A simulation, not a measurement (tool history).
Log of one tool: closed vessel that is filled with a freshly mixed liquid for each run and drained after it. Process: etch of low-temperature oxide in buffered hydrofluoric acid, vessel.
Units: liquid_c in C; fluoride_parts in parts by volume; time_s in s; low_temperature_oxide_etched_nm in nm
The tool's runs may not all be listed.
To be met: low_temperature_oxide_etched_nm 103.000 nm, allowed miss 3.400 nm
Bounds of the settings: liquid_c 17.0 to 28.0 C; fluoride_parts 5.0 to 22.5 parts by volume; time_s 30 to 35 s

run	hour	liquid_c	fluoride_parts	time_s	low_temperature_oxide_etched_nm
1	0.0	20.0	13.5	35	75.370
2	3.8	21.5	13.5	35	82.761
3	12.5	21.5	13.5	35	83.109
4	20.3	22.5	13.5	35	86.650
5	24.8	23.0	13.5	35	88.963
6	26.8	23.0	13.5	30	78.460
7	35.4	24.0	13.5	30	81.615
8	40.6	25.0	13.0	30	89.038
9	49.3	25.5	13.0	30	90.604
10	50.9	26.0	13.0	30	94.168
11	52.4	26.5	13.0	30	96.405
12	59.5	27.0	13.0	30	98.608

Which of these 4 next moves meets every target?
A	66.6	26.5	13.5	30	?
B	66.6	27.0	11.5	30	?
C	66.6	27.5	13.0	30	?
D	66.6	28.0	14.5	30	?

move	low_temperature_oxide_etched_nm
A	93.539
B	112.380
C	102.400
D	94.496
A: further off than the last run
B: takes the result that was furthest off past its target
C: meets every target
D: further off than the last run
The right move is C.
